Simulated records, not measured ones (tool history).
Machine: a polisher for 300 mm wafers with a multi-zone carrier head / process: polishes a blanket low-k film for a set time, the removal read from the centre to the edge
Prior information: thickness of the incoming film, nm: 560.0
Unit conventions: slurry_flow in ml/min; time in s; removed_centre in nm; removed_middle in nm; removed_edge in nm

| run | hour | slurry_flow | centre_zone | middle_zone | edge_zone | slurry_solids | time | removed_centre | removed_middle | removed_edge |
|---|---|---|---|---|---|---|---|---|---|---|
| 1 | 0.0 | 305 | 1.00 | 1.00 | 1.00 | 1.00 | 71 | 32.202 | 30.849 | 32.844 |
| 2 | 3.6 | 310 | 1.02 | 1.00 | 0.96 | 0.85 | 64 | 27.952 | 26.465 | 25.818 |
| 3 | 9.4 | 305 | 1.00 | 0.96 | 0.93 | 0.75 | 62 | 24.656 | 23.186 | 22.995 |
| 4 | 13.5 | 310 | 1.00 | 0.94 | 0.91 | 0.70 | 60 | 22.913 | 21.312 | 22.292 |
| 5 | 20.4 | 310 | 1.00 | 0.94 | 0.91 | 0.80 | 60 | 24.885 | 22.723 | 23.311 |
| 6 | 23.5 | 310 | 1.00 | 0.94 | 0.91 | 0.90 | 60 | 26.732 | 24.101 | 24.939 |
| 7 | 24.5 | 305 | 1.01 | 0.93 | 0.89 | 0.80 | 58 | 24.295 | 21.616 | 22.769 |
| 8 | 28.8 | 330 | 1.02 | 0.94 | 0.88 | 0.70 | 56 | 22.346 | 19.810 | 20.244 |
| 9 | 31.1 | 330 | 1.02 | 0.95 | 0.87 | 0.65 | 56 | 21.918 | 19.258 | 19.296 |
| 10 | 34.4 | 310 | 0.98 | 0.95 | 0.81 | 0.50 | 54 | 16.898 | 16.335 | 15.423 |
| 11 | 41.6 | 330 | 0.99 | 0.95 | 0.82 | 0.50 | 54 | 17.434 | 16.234 | 15.689 |
| 12 | 45.7 | 335 | 1.00 | 0.96 | 0.83 | 0.50 | 54 | 17.617 | 16.361 | 15.904 |
| 13 | 54.1 | 335 | 1.01 | 0.97 | 0.84 | 0.50 | 54 | 17.640 | 16.352 | 15.731 |
| 14 | 58.6 | 335 | 1.01 | 0.97 | 0.84 | 0.50 | 54 | 18.022 | 16.446 | 16.138 |
| 15 | 62.1 | 335 | 1.02 | 0.98 | 0.84 | 0.50 | 54 | 17.636 | 16.657 | 16.200 |

Expected results for the next run?
| 16 | 70.8 | 355 | 1.03 | 0.98 | 0.83 | 0.50 | 54 | ? | ? | ? |

{"run 16": {"removed_centre": 18.257, "removed_middle": 16.789, "removed_edge": 15.753}}
